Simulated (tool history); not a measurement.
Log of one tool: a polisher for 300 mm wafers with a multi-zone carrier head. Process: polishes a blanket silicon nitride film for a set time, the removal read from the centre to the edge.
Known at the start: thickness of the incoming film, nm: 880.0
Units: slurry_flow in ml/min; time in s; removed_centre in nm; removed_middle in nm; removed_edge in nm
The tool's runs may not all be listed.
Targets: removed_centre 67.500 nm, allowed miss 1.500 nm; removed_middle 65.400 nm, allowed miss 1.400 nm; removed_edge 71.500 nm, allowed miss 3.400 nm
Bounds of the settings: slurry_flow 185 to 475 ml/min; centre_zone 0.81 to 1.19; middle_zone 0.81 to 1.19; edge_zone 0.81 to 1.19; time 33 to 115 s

{"run": 1, "day": 0.0, "slurry_flow": 305, "centre_zone": 1.0, "middle_zone": 1.0, "edge_zone": 1.0, "time": 73, "removed_centre": 135.97, "removed_middle": 134.29, "removed_edge": 130.59}
{"run": 2, "day": 0.046, "slurry_flow": 305, "centre_zone": 1.0, "middle_zone": 1.05, "edge_zone": 1.0, "time": 73, "removed_centre": 138.26, "removed_middle": 139.43, "removed_edge": 130.79}
{"run": 3, "day": 0.254, "slurry_flow": 280, "centre_zone": 0.97, "middle_zone": 0.97, "edge_zone": 0.98, "time": 59, "removed_centre": 106.28, "removed_middle": 105.15, "removed_edge": 102.69}
{"run": 4, "day": 0.375, "slurry_flow": 280, "centre_zone": 0.97, "middle_zone": 1.02, "edge_zone": 0.98, "time": 59, "removed_centre": 105.74, "removed_middle": 109.58, "removed_edge": 104.88}
{"run": 5, "day": 0.654, "slurry_flow": 280, "centre_zone": 1.01, "middle_zone": 1.02, "edge_zone": 0.98, "time": 59, "removed_centre": 110.2, "removed_middle": 108.7, "removed_edge": 105.27}
{"run": 6, "day": 1.004, "slurry_flow": 280, "centre_zone": 0.94, "middle_zone": 1.02, "edge_zone": 0.98, "time": 59, "removed_centre": 101.76, "removed_middle": 109.13, "removed_edge": 102.85}
{"run": 7, "day": 1.192, "slurry_flow": 255, "centre_zone": 0.92, "middle_zone": 0.95, "edge_zone": 0.98, "time": 52, "removed_centre": 86.979, "removed_middle": 90.656, "removed_edge": 88.95}
{"run": 8, "day": 1.429, "slurry_flow": 240, "centre_zone": 0.91, "middle_zone": 0.9, "edge_zone": 1.0, "time": 48, "removed_centre": 79.516, "removed_middle": 78.638, "removed_edge": 84.402}
{"run": 9, "day": 1.55, "slurry_flow": 240, "centre_zone": 0.91, "middle_zone": 0.9, "edge_zone": 1.0, "time": 48, "removed_centre": 79.898, "removed_middle": 78.621, "removed_edge": 86.841}
{"run": 10, "day": 1.925, "slurry_flow": 230, "centre_zone": 0.9, "middle_zone": 0.87, "edge_zone": 0.97, "time": 46, "removed_centre": 75.071, "removed_middle": 73.821, "removed_edge": 80.516}
{"run": 11, "day": 2.192, "slurry_flow": 225, "centre_zone": 0.89, "middle_zone": 0.85, "edge_zone": 0.95, "time": 45, "removed_centre": 71.559, "removed_middle": 70.103, "removed_edge": 78.04}
{"run": 12, "day": 2.438, "slurry_flow": 220, "centre_zone": 0.89, "middle_zone": 0.84, "edge_zone": 0.91, "time": 45, "removed_centre": 71.649, "removed_middle": 69.097, "removed_edge": 76.565}
{"run": 13, "day": 2.621, "slurry_flow": 215, "centre_zone": 0.88, "middle_zone": 0.83, "edge_zone": 0.88, "time": 45, "removed_centre": 70.838, "removed_middle": 68.229, "removed_edge": 74.456}
{"run": 14, "day": 2.675, "slurry_flow": 215, "centre_zone": 0.88, "middle_zone": 0.83, "edge_zone": 0.88, "time": 45, "removed_centre": 70.453, "removed_middle": 69.462, "removed_edge": 76.791}
{"run": 15, "day": 2.983, "slurry_flow": 215, "centre_zone": 0.88, "middle_zone": 0.83, "edge_zone": 0.86, "time": 44, "removed_centre": 68.341, "removed_middle": 67.384, "removed_edge": 74.213}

Which of these 4 next moves meets every target?
{"run": "A", "day": 3.292, "slurry_flow": 220, "centre_zone": 0.9, "middle_zone": 0.85, "edge_zone": 0.94, "time": 42, "removed_centre": "?", "removed_middle": "?", "removed_edge": "?"}
{"run": "B", "day": 3.292, "slurry_flow": 195, "centre_zone": 0.87, "middle_zone": 0.88, "edge_zone": 0.82, "time": 45, "removed_centre": "?", "removed_middle": "?", "removed_edge": "?"}
{"run": "C", "day": 3.292, "slurry_flow": 185, "centre_zone": 0.87, "middle_zone": 0.85, "edge_zone": 0.9, "time": 43, "removed_centre": "?", "removed_middle": "?", "removed_edge": "?"}
{"run": "D", "day": 3.292, "slurry_flow": 235, "centre_zone": 0.84, "middle_zone": 0.81, "edge_zone": 1.0, "time": 46, "removed_centre": "?", "removed_middle": "?", "removed_edge": "?"}

move=A removed_centre=67.406 removed_middle=66.473 removed_edge=71.772
move=B removed_centre=68.419 removed_middle=71.859 removed_edge=73.241
move=C removed_centre=64.739 removed_middle=66.277 removed_edge=71.218
move=D removed_centre=69.528 removed_middle=70.825 removed_edge=80.534
A: meets every target
B: further off than the last run
C: brings the result that was furthest off to its target, and leaves another outside
D: further off than the last run
The right move is A.
